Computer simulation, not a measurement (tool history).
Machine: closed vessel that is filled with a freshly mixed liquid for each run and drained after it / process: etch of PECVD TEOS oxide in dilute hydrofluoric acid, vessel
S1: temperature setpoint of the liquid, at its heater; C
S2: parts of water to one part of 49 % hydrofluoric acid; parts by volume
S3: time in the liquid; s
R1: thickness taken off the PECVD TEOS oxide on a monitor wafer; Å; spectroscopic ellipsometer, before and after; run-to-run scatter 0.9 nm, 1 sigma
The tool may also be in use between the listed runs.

run	hour	S1	S2	S3	R1
1	0	26	70	100	385.36
2	1.6	26	70	105	404.82
3	9.5	27	65	105	452.95
4	17.8	27	55	105	550.62
5	25.2	28	50	105	628.33
6	29.1	29	45	105	726.72
7	37.6	29.5	45	105	747.48
8	43.5	30	45	105	750.18
9	49.5	30.5	45	105	775.27
10	51.1	31	45	105	797.13
11	54.8	31.5	45	105	822.75
12	56.2	32	45	105	820.55

Estimate the outcome of run 13 from the log above:
13	61.4	32.5	45	105	?

Run 13 yielded R1 839.56 Å.
